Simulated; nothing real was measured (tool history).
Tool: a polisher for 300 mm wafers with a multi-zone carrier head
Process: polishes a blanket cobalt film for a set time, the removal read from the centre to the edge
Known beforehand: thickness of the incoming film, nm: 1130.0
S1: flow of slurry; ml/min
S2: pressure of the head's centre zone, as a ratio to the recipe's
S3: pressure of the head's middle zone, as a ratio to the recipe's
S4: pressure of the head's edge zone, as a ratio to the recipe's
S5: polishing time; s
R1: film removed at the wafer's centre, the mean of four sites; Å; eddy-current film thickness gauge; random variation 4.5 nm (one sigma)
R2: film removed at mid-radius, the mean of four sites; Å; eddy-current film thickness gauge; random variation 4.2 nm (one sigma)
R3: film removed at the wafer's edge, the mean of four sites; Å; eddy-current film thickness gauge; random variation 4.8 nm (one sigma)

run  hour   S1    S2    S3    S4  S5      R1      R2      R3
  1   0.0  220  1.00  1.00  1.00  68  4001.2  3972.9  4099.5
  2   4.7  220  1.05  1.00  1.00  68  4184.8  3907.9  4039.5
  3   7.5  235  1.03  1.04  1.01  72  4448.7  4334.5  4326.8
  4   8.4  235  1.03  1.04  0.95  72  4404.4  4423.5  4177.1
  5  13.6  235  1.03  1.04  0.95  64  3932.5  3855.6  3759.4
  6  17.2  245  1.01  1.07  0.97  69  4159.5  4305.8  4107.3
  7  19.2  255  1.00  1.10  0.98  73  4287.9  4716.8  4365.2

For run 8, what comes out?
  8  26.3  265  1.00  1.12  0.99  76   ?   ?   ?

{"run 8": {"R1": 4623.1, "R2": 5001.5, "R3": 4620.9}}
